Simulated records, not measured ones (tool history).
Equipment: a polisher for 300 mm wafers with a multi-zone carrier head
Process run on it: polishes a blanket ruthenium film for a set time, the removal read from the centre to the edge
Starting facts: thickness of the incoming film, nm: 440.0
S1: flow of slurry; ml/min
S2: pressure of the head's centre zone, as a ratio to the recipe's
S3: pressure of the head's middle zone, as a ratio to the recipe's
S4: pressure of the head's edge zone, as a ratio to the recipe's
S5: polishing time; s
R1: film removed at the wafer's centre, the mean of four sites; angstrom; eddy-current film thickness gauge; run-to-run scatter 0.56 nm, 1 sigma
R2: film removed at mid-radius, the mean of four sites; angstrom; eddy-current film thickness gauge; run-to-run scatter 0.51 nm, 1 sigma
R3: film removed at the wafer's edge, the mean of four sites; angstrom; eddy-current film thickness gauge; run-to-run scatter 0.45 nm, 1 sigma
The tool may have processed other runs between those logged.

| run | hour | S1 | S2 | S3 | S4 | S5 | R1 | R2 | R3 |
|---|---|---|---|---|---|---|---|---|---|
| 1 | 0 | 300 | 1 | 1 | 1 | 49 | 718.36 | 682.64 | 699.88 |
| 2 | 3 | 300 | 0.96 | 1 | 1 | 49 | 689.84 | 686.75 | 716.18 |
| 3 | 9 | 300 | 0.96 | 1 | 0.96 | 49 | 685.04 | 688.4 | 691.47 |
| 4 | 10.8 | 300 | 0.96 | 1 | 0.96 | 40 | 555.21 | 572.72 | 561.7 |
| 5 | 19.8 | 300 | 0.96 | 0.99 | 0.95 | 38 | 529.52 | 533.09 | 535.11 |
| 6 | 21.3 | 300 | 0.96 | 0.99 | 0.94 | 36 | 496.49 | 503.88 | 498.44 |
| 7 | 25.6 | 300 | 0.95 | 0.98 | 0.93 | 35 | 481 | 488.04 | 492.79 |
| 8 | 28.6 | 295 | 0.96 | 1 | 0.87 | 24 | 326.34 | 343.93 | 322.29 |
| 9 | 33.6 | 305 | 0.96 | 1 | 0.89 | 24 | 329.04 | 338.34 | 331.22 |
| 10 | 36.6 | 305 | 0.96 | 1.01 | 0.9 | 25 | 339.53 | 360.15 | 350.31 |

Estimate the outcome of run 11 from the log above:
| 11 | 45.6 | 305 | 0.97 | 1.01 | 0.91 | 26 | ? | ? | ? |

R1: 359.78 angstrom
R2: 366.49 angstrom
R3: 355.19 angstrom
